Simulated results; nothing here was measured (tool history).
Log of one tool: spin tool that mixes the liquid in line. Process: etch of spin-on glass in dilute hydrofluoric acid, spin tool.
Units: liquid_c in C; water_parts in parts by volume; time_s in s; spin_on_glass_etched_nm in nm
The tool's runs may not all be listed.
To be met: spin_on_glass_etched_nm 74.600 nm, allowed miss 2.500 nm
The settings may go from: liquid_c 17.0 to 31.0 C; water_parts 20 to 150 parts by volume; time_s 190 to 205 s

run,hour,liquid_c,water_parts,time_s,spin_on_glass_etched_nm
1,0.0,23.0,85,190,59.105
2,1.3,25.5,85,190,63.938
3,7.0,26.5,85,190,66.353
4,15.9,26.5,85,190,68.698
5,20.2,26.5,85,190,68.118
6,22.9,27.0,85,190,69.399
7,27.2,27.5,85,190,70.048
8,29.3,28.0,85,190,71.850

Which of these 4 next moves meets every target?
A,31.4,28.0,95,200,?
B,31.4,25.5,90,205,?
C,31.4,28.5,80,195,?
D,31.4,24.0,75,200,?

move,spin_on_glass_etched_nm
A,66.664
B,65.884
C,80.337
D,74.068
A: further off than the last run
B: further off than the last run
C: takes the result that was furthest off past its target
D: meets every target
Answer: D

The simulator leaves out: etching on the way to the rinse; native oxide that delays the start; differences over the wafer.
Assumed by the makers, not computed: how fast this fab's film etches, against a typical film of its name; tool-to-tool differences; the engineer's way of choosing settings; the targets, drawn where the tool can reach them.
